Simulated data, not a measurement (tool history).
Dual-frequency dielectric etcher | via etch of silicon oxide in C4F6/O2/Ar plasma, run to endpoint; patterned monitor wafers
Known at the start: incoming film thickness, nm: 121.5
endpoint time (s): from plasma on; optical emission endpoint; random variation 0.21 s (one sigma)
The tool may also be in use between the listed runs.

{"run": 1, "hour": 0.0, "bias power (W)": 620, "source power (W)": 280, "Ar flow (sccm)": 264, "endpoint time (s)": 28.987}
{"run": 2, "hour": 6.1, "bias power (W)": 620, "source power (W)": 280, "Ar flow (sccm)": 296, "endpoint time (s)": 29.189}
{"run": 3, "hour": 14.2, "bias power (W)": 620, "source power (W)": 280, "Ar flow (sccm)": 262, "endpoint time (s)": 28.645}
{"run": 4, "hour": 15.4, "bias power (W)": 596, "source power (W)": 280, "Ar flow (sccm)": 263, "endpoint time (s)": 29.5}
{"run": 5, "hour": 21.0, "bias power (W)": 504, "source power (W)": 280, "Ar flow (sccm)": 263, "endpoint time (s)": 32.877}
{"run": 6, "hour": 28.2, "bias power (W)": 500, "source power (W)": 280, "Ar flow (sccm)": 263, "endpoint time (s)": 33.567}
{"run": 7, "hour": 31.8, "bias power (W)": 498, "source power (W)": 280, "Ar flow (sccm)": 263, "endpoint time (s)": 33.219}
{"run": 8, "hour": 35.8, "bias power (W)": 495, "source power (W)": 280, "Ar flow (sccm)": 263, "endpoint time (s)": 33.153}
{"run": 9, "hour": 43.4, "bias power (W)": 437, "source power (W)": 270, "Ar flow (sccm)": 264, "endpoint time (s)": 36.544}

Run 10 comes next. What will it give?
{"run": 10, "hour": 51.4, "bias power (W)": 443, "source power (W)": 270, "Ar flow (sccm)": 264, "endpoint time (s)": "?"}

endpoint time (s): 36.525

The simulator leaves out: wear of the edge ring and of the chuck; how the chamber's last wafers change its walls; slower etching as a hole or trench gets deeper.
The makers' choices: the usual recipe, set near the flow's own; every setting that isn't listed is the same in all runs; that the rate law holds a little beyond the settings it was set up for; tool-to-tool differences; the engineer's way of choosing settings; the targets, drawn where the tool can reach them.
